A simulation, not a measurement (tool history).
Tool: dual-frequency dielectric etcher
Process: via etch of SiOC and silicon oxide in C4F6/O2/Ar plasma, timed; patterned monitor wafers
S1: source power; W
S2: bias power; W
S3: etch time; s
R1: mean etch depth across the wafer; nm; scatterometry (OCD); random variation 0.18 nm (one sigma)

| run | day | S1 | S2 | S3 | R1 |
|---|---|---|---|---|---|
| 1 | 0 | 280 | 162 | 41 | 40.604 |
| 2 | 0.117 | 250 | 162 | 41 | 37.763 |
| 3 | 0.35 | 250 | 176 | 41 | 39.356 |
| 4 | 0.417 | 240 | 172 | 41 | 37.822 |
| 5 | 0.621 | 230 | 170 | 41 | 36.054 |
| 6 | 0.746 | 220 | 170 | 41 | 35.435 |
| 7 | 0.946 | 210 | 170 | 41 | 33.864 |

The next listed run, before its measurement:
| 8 | 1.154 | 200 | 169 | 41 | ? |

R1: 32.603 nm
